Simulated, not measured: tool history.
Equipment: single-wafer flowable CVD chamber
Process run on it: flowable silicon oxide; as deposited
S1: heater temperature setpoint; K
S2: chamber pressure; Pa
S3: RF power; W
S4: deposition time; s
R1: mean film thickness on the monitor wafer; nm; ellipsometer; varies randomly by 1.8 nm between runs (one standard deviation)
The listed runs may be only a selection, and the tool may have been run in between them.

{"run": 1, "hour": 0.0, "S1": 378.15, "S2": 144, "S3": 1700, "S4": 830, "R1": 629.27}
{"run": 2, "hour": 7.8, "S1": 378.15, "S2": 144, "S3": 1700, "S4": 790, "R1": 600.37}
{"run": 3, "hour": 12.1, "S1": 378.15, "S2": 133, "S3": 1700, "S4": 790, "R1": 553.9}
{"run": 4, "hour": 20.7, "S1": 378.15, "S2": 133, "S3": 1700, "S4": 830, "R1": 585.22}
{"run": 5, "hour": 22.0, "S1": 378.15, "S2": 133, "S3": 1700, "S4": 830, "R1": 582.06}
{"run": 6, "hour": 28.9, "S1": 374.15, "S2": 133, "S3": 1700, "S4": 830, "R1": 661.92}
{"run": 7, "hour": 33.1, "S1": 377.15, "S2": 133, "S3": 1700, "S4": 830, "R1": 600.96}
{"run": 8, "hour": 39.2, "S1": 379.15, "S2": 133, "S3": 1700, "S4": 830, "R1": 569}
{"run": 9, "hour": 40.1, "S1": 381.15, "S2": 133, "S3": 1700, "S4": 830, "R1": 534.42}
{"run": 10, "hour": 41.0, "S1": 383.15, "S2": 133, "S3": 1700, "S4": 830, "R1": 504.79}

For run 11, what comes out?
{"run": 11, "hour": 45.8, "S1": 385.15, "S2": 133, "S3": 1700, "S4": 830, "R1": "?"}

R1: 475.67 nm

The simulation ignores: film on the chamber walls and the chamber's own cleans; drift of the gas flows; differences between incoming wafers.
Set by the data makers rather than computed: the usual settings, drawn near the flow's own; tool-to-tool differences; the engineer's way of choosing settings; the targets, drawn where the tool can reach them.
